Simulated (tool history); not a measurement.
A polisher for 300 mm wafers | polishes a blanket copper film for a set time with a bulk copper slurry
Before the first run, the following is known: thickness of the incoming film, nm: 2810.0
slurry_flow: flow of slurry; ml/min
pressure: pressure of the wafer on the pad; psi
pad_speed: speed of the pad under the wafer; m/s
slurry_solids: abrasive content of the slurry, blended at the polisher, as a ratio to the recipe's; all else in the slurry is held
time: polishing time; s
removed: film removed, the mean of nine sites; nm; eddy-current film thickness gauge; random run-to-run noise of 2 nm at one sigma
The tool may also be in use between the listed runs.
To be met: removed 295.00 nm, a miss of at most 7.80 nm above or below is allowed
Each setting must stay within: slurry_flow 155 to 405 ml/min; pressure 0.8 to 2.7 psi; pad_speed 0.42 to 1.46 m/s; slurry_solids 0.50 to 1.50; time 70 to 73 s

run,day,slurry_flow,pressure,pad_speed,slurry_solids,time,removed
1,0.000,260,1.7,0.94,1.00,70,419.83
2,0.212,260,1.6,0.94,1.00,70,389.19
3,0.404,260,1.5,0.94,1.00,70,373.49
4,0.642,305,1.5,0.94,1.00,70,377.04
5,0.754,305,1.4,0.94,1.00,70,353.54
6,0.875,305,1.6,0.94,1.00,70,405.67
7,1.067,295,1.5,0.94,1.00,70,376.63
8,1.212,290,1.4,0.94,1.00,70,351.78
9,1.512,285,1.3,0.94,1.00,70,324.78
10,1.808,275,1.3,0.94,1.00,70,322.60
11,2.000,275,1.3,0.94,1.00,70,322.14

Next run, 4 choices. One meets every target within its allowed miss, the rest don't. Which?
A,2.192,320,1.1,1.12,1.20,71,?
B,2.192,285,1.2,1.18,0.80,72,?
C,2.192,250,0.9,1.22,0.85,73,?
D,2.192,315,1.9,0.70,0.95,71,?

move,removed
A,353.38
B,365.84
C,291.74
D,357.65
A: the biggest miss grows against the last run
B: the biggest miss grows against the last run
C: all results land within tolerance of their targets
D: the biggest miss grows against the last run
Answer: C

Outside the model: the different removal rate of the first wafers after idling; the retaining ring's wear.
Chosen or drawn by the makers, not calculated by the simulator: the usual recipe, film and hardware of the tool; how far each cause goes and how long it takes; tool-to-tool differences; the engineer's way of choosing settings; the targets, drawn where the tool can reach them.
